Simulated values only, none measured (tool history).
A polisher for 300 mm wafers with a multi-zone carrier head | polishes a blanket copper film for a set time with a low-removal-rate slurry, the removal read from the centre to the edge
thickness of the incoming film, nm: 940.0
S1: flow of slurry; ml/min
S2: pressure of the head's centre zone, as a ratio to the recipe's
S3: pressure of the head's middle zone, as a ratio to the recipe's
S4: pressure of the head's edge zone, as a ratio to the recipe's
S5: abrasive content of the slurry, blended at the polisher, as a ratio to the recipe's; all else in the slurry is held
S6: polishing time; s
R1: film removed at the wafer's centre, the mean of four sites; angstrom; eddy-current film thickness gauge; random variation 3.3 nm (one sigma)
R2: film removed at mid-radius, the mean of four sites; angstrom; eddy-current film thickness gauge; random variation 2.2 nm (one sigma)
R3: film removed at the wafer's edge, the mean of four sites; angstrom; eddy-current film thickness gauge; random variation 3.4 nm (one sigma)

run	hour	S1	S2	S3	S4	S5	S6	R1	R2	R3
1	0.0	210	1.00	1.00	1.00	1.0	54	2435.1	2407.8	2448.3
2	3.2	220	1.01	1.02	0.99	1.0	54	2485.2	2477.1	2426.2
3	5.0	220	1.01	0.99	0.99	1.0	54	2440.6	2391.8	2439.6
4	11.0	220	1.01	1.02	0.99	1.0	54	2427.9	2439.9	2458.2
5	16.6	220	1.01	1.02	0.91	1.0	54	2435.9	2461.4	2286.9
6	23.4	225	1.02	1.03	0.91	1.0	54	2482.0	2478.7	2331.7
7	26.8	230	1.02	1.05	0.91	1.0	54	2472.7	2533.5	2312.7
8	29.4	235	1.03	1.06	0.91	1.0	54	2502.2	2557.3	2325.9

Forecast run 9:
9	34.3	240	1.04	1.07	0.91	1.0	54	?	?	?

Run 9 gave R1 2549.9 angstrom, R2 2578.3 angstrom, R3 2339.6 angstrom.

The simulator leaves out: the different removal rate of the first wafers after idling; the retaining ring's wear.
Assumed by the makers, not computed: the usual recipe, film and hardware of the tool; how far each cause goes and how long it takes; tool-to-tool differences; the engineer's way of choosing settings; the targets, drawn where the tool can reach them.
